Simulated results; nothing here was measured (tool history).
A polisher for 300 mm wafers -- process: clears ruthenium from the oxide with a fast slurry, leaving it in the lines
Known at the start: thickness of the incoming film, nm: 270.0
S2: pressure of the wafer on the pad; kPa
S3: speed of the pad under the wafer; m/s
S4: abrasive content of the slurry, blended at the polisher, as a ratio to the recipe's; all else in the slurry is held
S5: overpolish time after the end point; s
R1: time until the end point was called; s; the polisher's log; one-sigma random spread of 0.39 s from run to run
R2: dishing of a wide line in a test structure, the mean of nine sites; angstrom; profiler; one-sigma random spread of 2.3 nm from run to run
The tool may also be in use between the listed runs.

Run 1, day 0.000: flow of slurry (ml/min) 235, S2 21.4 kPa, S3 1.18 m/s, S4 1.0, S5 26 s. Result: R1 39.032 s, R2 979.50 angstrom.
Run 2, day 0.167: flow of slurry (ml/min) 235, S2 21.4 kPa, S3 1.30 m/s, S4 1.0, S5 26 s. Result: R1 35.837 s, R2 1033.40 angstrom.
Run 3, day 0.383: flow of slurry (ml/min) 235, S2 17.9 kPa, S3 1.30 m/s, S4 1.0, S5 26 s. Result: R1 42.980 s, R2 899.57 angstrom.
Run 4, day 0.692: flow of slurry (ml/min) 270, S2 17.9 kPa, S3 1.30 m/s, S4 1.0, S5 26 s. Result: R1 41.078 s, R2 931.90 angstrom.
Run 5, day 0.988: flow of slurry (ml/min) 275, S2 18.6 kPa, S3 1.30 m/s, S4 1.0, S5 29 s. Result: R1 39.976 s, R2 1047.50 angstrom.
Run 6, day 1.279: flow of slurry (ml/min) 275, S2 22.8 kPa, S3 1.30 m/s, S4 1.0, S5 29 s. Result: R1 32.772 s, R2 1145.20 angstrom.

Run 7 has not been measured yet. What should we expect?
Run 7, day 1.521: flow of slurry (ml/min) 270, S2 22.1 kPa, S3 1.30 m/s, S4 1.0, S5 32 s. Result: R1 ?, R2 ?.

For run 7 the tool returned R1 33.974 s, R2 1152.20 angstrom.
